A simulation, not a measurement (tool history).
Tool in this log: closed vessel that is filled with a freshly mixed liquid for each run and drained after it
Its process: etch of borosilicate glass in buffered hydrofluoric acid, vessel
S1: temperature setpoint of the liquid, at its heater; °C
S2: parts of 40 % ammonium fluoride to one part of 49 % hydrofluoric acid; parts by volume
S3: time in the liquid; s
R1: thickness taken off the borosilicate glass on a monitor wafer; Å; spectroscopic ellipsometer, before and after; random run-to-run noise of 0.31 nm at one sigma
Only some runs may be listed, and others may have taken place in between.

run	day	S1	S2	S3	R1
1	0	21	19	35	216.43
2	0.158	22	19	35	226.58
3	0.375	23	19	35	239.14
4	0.592	23.5	19	35	246.49
5	0.654	23.5	15.5	35	304.25
6	0.783	23.5	10.5	35	434.59
7	1.162	23	10.5	35	429.32
8	1.392	22.5	10.5	35	415.88
9	1.454	22	10.5	35	403.14

Run 10 has not been measured yet. What should we expect?
10	1.621	21.5	10.5	35	?

Run 10 yielded R1 396.32 Å.
